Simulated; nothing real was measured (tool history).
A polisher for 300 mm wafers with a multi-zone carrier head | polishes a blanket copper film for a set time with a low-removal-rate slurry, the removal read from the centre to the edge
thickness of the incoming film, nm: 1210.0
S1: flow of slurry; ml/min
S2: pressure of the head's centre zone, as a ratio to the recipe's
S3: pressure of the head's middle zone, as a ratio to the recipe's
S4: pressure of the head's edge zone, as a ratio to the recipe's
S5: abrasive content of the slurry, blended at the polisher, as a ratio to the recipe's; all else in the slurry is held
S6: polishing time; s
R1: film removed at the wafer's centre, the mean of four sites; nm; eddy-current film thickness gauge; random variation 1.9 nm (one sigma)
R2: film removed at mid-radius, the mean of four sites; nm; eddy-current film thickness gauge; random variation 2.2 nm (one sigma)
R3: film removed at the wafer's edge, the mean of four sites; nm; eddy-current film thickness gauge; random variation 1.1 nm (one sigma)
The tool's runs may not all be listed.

run 1 hour=0.0 | S1=280 S2=1.00 S3=1.00 S4=1.00 S5=1.00 S6=76 | R1=214.96 R2=217.47 R3=217.76
run 2 hour=1.2 | S1=280 S2=1.00 S3=1.01 S4=0.97 S5=0.90 S6=74 | R1=211.44 R2=208.32 R3=206.16
run 3 hour=4.4 | S1=280 S2=0.98 S3=1.03 S4=0.95 S5=0.85 S6=72 | R1=193.61 R2=203.50 R3=196.58
run 4 hour=5.8 | S1=280 S2=0.98 S3=1.04 S4=0.93 S5=0.80 S6=70 | R1=188.43 R2=198.55 R3=183.60
run 5 hour=14.1 | S1=275 S2=0.97 S3=1.04 S4=0.91 S5=0.75 S6=70 | R1=184.24 R2=196.44 R3=181.28
run 6 hour=19.7 | S1=275 S2=0.97 S3=1.04 S4=0.89 S5=0.70 S6=69 | R1=182.31 R2=191.59 R3=175.26
run 7 hour=25.9 | S1=270 S2=0.96 S3=1.04 S4=0.88 S5=0.65 S6=68 | R1=170.18 R2=185.26 R3=168.93

Forecast run 8:
run 8 hour=33.0 | S1=270 S2=0.96 S3=1.04 S4=0.88 S5=0.65 S6=68 | R1=? R2=? R3=?

Run 8 gave R1 170.71 nm, R2 183.28 nm, R3 167.12 nm.
